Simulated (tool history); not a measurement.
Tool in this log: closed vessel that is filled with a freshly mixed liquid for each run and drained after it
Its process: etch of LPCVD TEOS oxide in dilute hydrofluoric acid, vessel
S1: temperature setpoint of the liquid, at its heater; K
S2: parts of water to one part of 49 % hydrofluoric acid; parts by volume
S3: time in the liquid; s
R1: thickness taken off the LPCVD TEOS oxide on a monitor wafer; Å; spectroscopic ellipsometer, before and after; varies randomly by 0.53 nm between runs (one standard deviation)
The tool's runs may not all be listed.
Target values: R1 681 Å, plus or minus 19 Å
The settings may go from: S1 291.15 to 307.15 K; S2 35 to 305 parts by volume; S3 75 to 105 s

| run | hour | S1 | S2 | S3 | R1 |
|---|---|---|---|---|---|
| 1 | 0 | 299.15 | 170 | 105 | 298.55 |
| 2 | 1.5 | 296.15 | 170 | 105 | 263.99 |
| 3 | 6.1 | 296.15 | 120 | 105 | 397.79 |
| 4 | 15.3 | 299.15 | 115 | 105 | 466.97 |
| 5 | 18 | 299.15 | 150 | 105 | 338.81 |
| 6 | 19.1 | 299.15 | 120 | 105 | 442.09 |
| 7 | 22.7 | 301.65 | 115 | 105 | 508.28 |
| 8 | 29 | 303.15 | 110 | 105 | 567.97 |
| 9 | 33.3 | 304.15 | 110 | 105 | 591.45 |
| 10 | 36.2 | 305.15 | 110 | 105 | 611.97 |

Which of these 4 next moves meets every target?
| A | 39.1 | 307.15 | 100 | 105 | ? |
| B | 39.1 | 306.65 | 105 | 105 | ? |
| C | 39.1 | 304.15 | 105 | 105 | ? |
| D | 39.1 | 301.15 | 115 | 105 | ? |

| move | R1 |
|---|---|
| A | 734.64 |
| B | 681.88 |
| C | 622.35 |
| D | 501.06 |
A: pushes the last run's worst result past its target
B: meets every target
C: gains on the last run, yet a result remains outside its allowed miss
D: moves away from the targets compared with the last run
B meets every target.
